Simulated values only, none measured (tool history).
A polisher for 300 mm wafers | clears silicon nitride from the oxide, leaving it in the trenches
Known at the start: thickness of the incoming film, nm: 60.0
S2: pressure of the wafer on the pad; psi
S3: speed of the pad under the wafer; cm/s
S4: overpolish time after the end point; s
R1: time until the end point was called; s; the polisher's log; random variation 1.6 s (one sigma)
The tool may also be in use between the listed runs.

Run 1, hour 0: flow of slurry (ml/min) 285, S2 2.4 psi, S3 92 cm/s, S4 9 s. Result: R1 77.034 s.
Run 2, hour 5.8: flow of slurry (ml/min) 235, S2 2.4 psi, S3 92 cm/s, S4 9 s. Result: R1 79.091 s.
Run 3, hour 10.4: flow of slurry (ml/min) 230, S2 2.1 psi, S3 88 cm/s, S4 9 s. Result: R1 96.2 s.
Run 4, hour 18.9: flow of slurry (ml/min) 230, S2 2.3 psi, S3 88 cm/s, S4 9 s. Result: R1 88.639 s.
Run 5, hour 25.4: flow of slurry (ml/min) 230, S2 2.3 psi, S3 88 cm/s, S4 9 s. Result: R1 86.442 s.
Run 6, hour 31.4: flow of slurry (ml/min) 275, S2 2.3 psi, S3 88 cm/s, S4 9 s. Result: R1 84.812 s.
Run 7, hour 39.6: flow of slurry (ml/min) 265, S2 2 psi, S3 86 cm/s, S4 9 s. Result: R1 101.31 s.

The next listed run, before its measurement:
Run 8, hour 48.4: flow of slurry (ml/min) 260, S2 1.8 psi, S3 84 cm/s, S4 9 s. Result: R1 ?.

Run 8 gave R1 113.1 s.
